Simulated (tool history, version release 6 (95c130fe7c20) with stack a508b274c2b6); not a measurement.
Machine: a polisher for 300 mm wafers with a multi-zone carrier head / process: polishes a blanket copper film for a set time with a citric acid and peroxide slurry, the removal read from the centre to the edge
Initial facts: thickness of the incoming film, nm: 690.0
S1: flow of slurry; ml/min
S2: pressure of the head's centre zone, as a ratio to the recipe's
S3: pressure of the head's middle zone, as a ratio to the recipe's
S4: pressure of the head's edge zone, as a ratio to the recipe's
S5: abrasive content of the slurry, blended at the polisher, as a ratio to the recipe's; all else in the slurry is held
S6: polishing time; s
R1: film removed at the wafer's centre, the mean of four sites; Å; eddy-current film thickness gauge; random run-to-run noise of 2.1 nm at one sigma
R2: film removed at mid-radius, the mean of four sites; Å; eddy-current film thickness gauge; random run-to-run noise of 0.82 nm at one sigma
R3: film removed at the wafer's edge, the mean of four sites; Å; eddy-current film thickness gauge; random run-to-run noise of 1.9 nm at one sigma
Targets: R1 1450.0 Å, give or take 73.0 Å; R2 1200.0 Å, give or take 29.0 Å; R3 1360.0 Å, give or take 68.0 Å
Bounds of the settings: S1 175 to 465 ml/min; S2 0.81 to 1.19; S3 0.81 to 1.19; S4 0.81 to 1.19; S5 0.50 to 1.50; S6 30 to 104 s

{"run": 1, "hour": 0.0, "S1": 295, "S2": 1.0, "S3": 1.0, "S4": 1.0, "S5": 1.0, "S6": 67, "R1": 2048.8, "R2": 2095.6, "R3": 2140.0}
{"run": 2, "hour": 6.4, "S1": 295, "S2": 1.05, "S3": 1.0, "S4": 1.0, "S5": 1.0, "S6": 67, "R1": 2173.2, "R2": 2070.0, "R3": 2097.1}
{"run": 3, "hour": 9.0, "S1": 285, "S2": 1.05, "S3": 0.95, "S4": 0.98, "S5": 0.85, "S6": 62, "R1": 1959.7, "R2": 1801.8, "R3": 1902.0}
{"run": 4, "hour": 10.3, "S1": 285, "S2": 1.05, "S3": 1.02, "S4": 0.98, "S5": 0.85, "S6": 62, "R1": 1936.5, "R2": 1904.7, "R3": 1912.4}
{"run": 5, "hour": 16.7, "S1": 280, "S2": 1.06, "S3": 0.97, "S4": 0.96, "S5": 0.75, "S6": 57, "R1": 1776.7, "R2": 1668.4, "R3": 1697.2}
{"run": 6, "hour": 24.7, "S1": 280, "S2": 1.06, "S3": 0.97, "S4": 0.96, "S5": 0.75, "S6": 73, "R1": 2237.8, "R2": 2143.3, "R3": 2148.5}
{"run": 7, "hour": 33.0, "S1": 275, "S2": 1.06, "S3": 0.93, "S4": 0.95, "S5": 0.7, "S6": 65, "R1": 2001.9, "R2": 1794.7, "R3": 1885.7}
{"run": 8, "hour": 36.2, "S1": 270, "S2": 1.05, "S3": 0.9, "S4": 0.93, "S5": 0.65, "S6": 60, "R1": 1778.0, "R2": 1606.7, "R3": 1678.9}
{"run": 9, "hour": 39.2, "S1": 240, "S2": 1.09, "S3": 0.81, "S4": 0.98, "S5": 0.5, "S6": 46, "R1": 1379.2, "R2": 1097.0, "R3": 1286.9}
{"run": 10, "hour": 45.4, "S1": 260, "S2": 1.09, "S3": 0.83, "S4": 0.99, "S5": 0.5, "S6": 46, "R1": 1373.0, "R2": 1113.1, "R3": 1278.4}
{"run": 11, "hour": 46.2, "S1": 255, "S2": 1.09, "S3": 0.84, "S4": 0.99, "S5": 0.55, "S6": 46, "R1": 1364.3, "R2": 1133.9, "R3": 1314.9}

5 next moves are on the table. One of them brings every result within its allowed miss. Which?
{"run": "A", "hour": 47.0, "S1": 245, "S2": 1.08, "S3": 0.84, "S4": 0.93, "S5": 0.85, "S6": 46, "R1": "?", "R2": "?", "R3": "?"}
{"run": "B", "hour": 47.0, "S1": 270, "S2": 0.94, "S3": 0.82, "S4": 1.19, "S5": 0.9, "S6": 44, "R1": "?", "R2": "?", "R3": "?"}
{"run": "C", "hour": 47.0, "S1": 285, "S2": 1.19, "S3": 0.82, "S4": 0.87, "S5": 0.5, "S6": 45, "R1": "?", "R2": "?", "R3": "?"}
{"run": "D", "hour": 47.0, "S1": 250, "S2": 1.11, "S3": 0.87, "S4": 0.95, "S5": 0.5, "S6": 46, "R1": "?", "R2": "?", "R3": "?"}
{"run": "E", "hour": 47.0, "S1": 250, "S2": 1.19, "S3": 0.86, "S4": 0.85, "S5": 0.5, "S6": 47, "R1": "?", "R2": "?", "R3": "?"}

move=A R1=1448.4 R2=1190.0 R3=1353.7
move=B R1=1230.6 R2=1139.4 R3=1456.5
move=C R1=1496.8 R2=1091.1 R3=1230.3
move=D R1=1402.0 R2=1152.3 R3=1283.0
move=E R1=1536.4 R2=1165.9 R3=1258.2
A: all results in spec
B: its largest miss is bigger than the last run's
C: its largest miss is bigger than the last run's
D: closes in on the targets versus the last run, not all within tolerance yet
E: closes in on the targets versus the last run, not all within tolerance yet
So the answer is move A, the one that meets all the targets.

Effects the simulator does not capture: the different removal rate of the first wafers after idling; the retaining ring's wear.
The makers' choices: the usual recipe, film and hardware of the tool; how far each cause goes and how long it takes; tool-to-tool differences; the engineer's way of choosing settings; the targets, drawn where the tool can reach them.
